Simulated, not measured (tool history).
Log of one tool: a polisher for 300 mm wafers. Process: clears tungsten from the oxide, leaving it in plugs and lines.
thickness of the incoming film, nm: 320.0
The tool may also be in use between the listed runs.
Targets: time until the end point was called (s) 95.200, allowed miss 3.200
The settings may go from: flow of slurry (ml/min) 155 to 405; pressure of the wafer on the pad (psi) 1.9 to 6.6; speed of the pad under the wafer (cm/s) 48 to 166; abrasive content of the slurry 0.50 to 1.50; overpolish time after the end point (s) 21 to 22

run	day	flow of slurry (ml/min)	pressure of the wafer on the pad (psi)	speed of the pad under the wafer (cm/s)	abrasive content of the slurry	overpolish time after the end point (s)	time until the end point was called (s)
1	0.000	260	4.2	106	1.00	21	52.974
2	0.375	260	3.9	106	1.00	21	58.176
3	0.633	260	3.6	106	1.00	21	61.977
4	0.679	260	3.4	106	1.00	21	66.522
5	0.846	260	3.2	106	1.00	21	68.985
6	0.992	260	3.0	106	1.00	21	75.209
# day 1.254: head pressure recalibrated
7	1.254	260	2.9	106	1.00	21	84.525
8	1.604	260	2.7	106	1.00	21	90.916

5 next moves are on the table. One of them brings every result within its allowed miss. Which?
A	1.954	300	2.7	110	0.95	22	?
B	1.954	290	2.8	104	0.95	21	?
C	1.954	200	3.2	90	1.35	22	?
D	1.954	315	2.4	108	1.05	21	?
E	1.954	310	2.3	130	0.90	21	?

move	time until the end point was called (s)
A	85.361
B	87.350
C	85.336
D	94.562
E	85.272
A: further off than the last run
B: further off than the last run
C: further off than the last run
D: meets every target
E: further off than the last run
Move D is the one to make.
